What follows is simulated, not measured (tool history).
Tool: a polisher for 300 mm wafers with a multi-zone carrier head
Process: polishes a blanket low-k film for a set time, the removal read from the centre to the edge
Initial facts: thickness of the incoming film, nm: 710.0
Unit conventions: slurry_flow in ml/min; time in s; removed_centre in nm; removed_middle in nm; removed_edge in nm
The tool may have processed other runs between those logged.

run	hour	slurry_flow	centre_zone	middle_zone	edge_zone	slurry_solids	time	removed_centre	removed_middle	removed_edge
1	0	170	1	1	1	1	52	20.232	20.085	19.767
2	7.4	195	1	1	1	1	52	20.576	20.788	19.784
3	13.8	195	1	1	1.04	1	52	20.619	20.657	20.472
4	16.8	195	1	1	1.1	1	52	20.562	20.98	21.242
5	20.2	195	0.98	1.02	1.12	1.1	52	20.754	21.458	21.801
6	28.4	195	0.95	1.02	1.12	1.1	52	20.236	21.348	22.037
7	34.1	200	0.93	1.05	1.14	1.2	52	20.548	22.284	22.845
8	43.1	205	0.92	1.08	1.15	1.25	52	20.431	24.379	23.217
9	48.6	210	0.92	1.08	1.16	1.3	52	21.047	24.31	23.614
10	56.5	210	0.92	1.08	1.16	1.3	52	20.858	24.496	23.663
11	62.3	210	0.92	1.08	1.16	1.3	52	20.91	24.604	23.836
12	70.6	215	0.92	1.08	1.17	1.35	52	21.094	24.632	24.217
13	77.9	220	0.92	1.08	1.18	1.4	52	21.429	25.017	24.581
14	81.1	220	0.92	1.08	1.18	1.45	52	21.651	25.449	24.524
15	88.4	225	0.91	1.08	1.18	1.45	52	21.634	25.359	24.883

Predict the results of run 16:
16	93.1	230	0.91	1.08	1.18	1.45	52	?	?	?

Run 16 came out at removed_centre 21.634 nm, removed_middle 26.154 nm, removed_edge 24.683 nm.

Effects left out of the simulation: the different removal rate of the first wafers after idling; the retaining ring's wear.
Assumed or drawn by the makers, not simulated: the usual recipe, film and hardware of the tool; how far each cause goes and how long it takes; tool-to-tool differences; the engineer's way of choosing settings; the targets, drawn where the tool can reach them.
